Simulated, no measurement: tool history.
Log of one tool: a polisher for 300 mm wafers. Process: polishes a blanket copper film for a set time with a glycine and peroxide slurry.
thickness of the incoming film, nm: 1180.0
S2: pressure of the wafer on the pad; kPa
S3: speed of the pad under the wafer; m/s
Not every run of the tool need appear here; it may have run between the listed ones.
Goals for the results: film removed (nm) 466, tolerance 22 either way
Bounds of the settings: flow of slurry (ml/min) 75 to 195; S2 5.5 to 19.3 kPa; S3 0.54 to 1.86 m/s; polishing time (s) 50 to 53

Run 1, day 0: flow of slurry (ml/min) 125, S2 12.4 kPa, S3 1.18 m/s, polishing time (s) 50. Result: film removed (nm) 251.64.
Run 2, day 0.208: flow of slurry (ml/min) 125, S2 12.4 kPa, S3 1.18 m/s, polishing time (s) 53. Result: film removed (nm) 265.09.
Run 3, day 0.417: flow of slurry (ml/min) 125, S2 9.7 kPa, S3 1.18 m/s, polishing time (s) 53. Result: film removed (nm) 221.36.
Run 4, day 0.562: flow of slurry (ml/min) 125, S2 8.3 kPa, S3 1.18 m/s, polishing time (s) 53. Result: film removed (nm) 204.22.
Run 5, day 0.825: flow of slurry (ml/min) 125, S2 8.3 kPa, S3 1.4 m/s, polishing time (s) 53. Result: film removed (nm) 226.48.
Run 6, day 0.958: flow of slurry (ml/min) 125, S2 8.3 kPa, S3 1.62 m/s, polishing time (s) 53. Result: film removed (nm) 260.
Run 7, day 1.004: flow of slurry (ml/min) 130, S2 10.3 kPa, S3 1.64 m/s, polishing time (s) 53. Result: film removed (nm) 305.98.
Run 8, day 1.221: flow of slurry (ml/min) 135, S2 11.7 kPa, S3 1.66 m/s, polishing time (s) 53. Result: film removed (nm) 337.38.
Run 9, day 1.325: flow of slurry (ml/min) 135, S2 11.7 kPa, S3 1.66 m/s, polishing time (s) 53. Result: film removed (nm) 341.2.
Run 10, day 1.642: flow of slurry (ml/min) 135, S2 13.1 kPa, S3 1.68 m/s, polishing time (s) 53. Result: film removed (nm) 371.45.
Run 11, day 2: flow of slurry (ml/min) 140, S2 13.8 kPa, S3 1.7 m/s, polishing time (s) 53. Result: film removed (nm) 385.08.
Run 12, day 2.071: flow of slurry (ml/min) 140, S2 14.5 kPa, S3 1.72 m/s, polishing time (s) 53. Result: film removed (nm) 404.34.

Which single option among these 4 for the next run brings every result within its allowed miss of target? Just one does.
Run A, day 2.142: flow of slurry (ml/min) 145, S2 15.2 kPa, S3 1.74 m/s, polishing time (s) 51. Result: film removed (nm) ?.
Run B, day 2.142: flow of slurry (ml/min) 140, S2 17.2 kPa, S3 1.68 m/s, polishing time (s) 53. Result: film removed (nm) ?.
Run C, day 2.142: flow of slurry (ml/min) 100, S2 17.2 kPa, S3 1.7 m/s, polishing time (s) 52. Result: film removed (nm) ?.
Run D, day 2.142: flow of slurry (ml/min) 175, S2 12.4 kPa, S3 1.86 m/s, polishing time (s) 52. Result: film removed (nm) ?.

move  film removed (nm)
   A             417.73
   B             462.22
   C             422.33
   D             400.13
A: nearer than the last run, and not there yet
B: every result within its allowed miss
C: nearer than the last run, and not there yet
D: the biggest miss grows against the last run
Move B is the one to make.
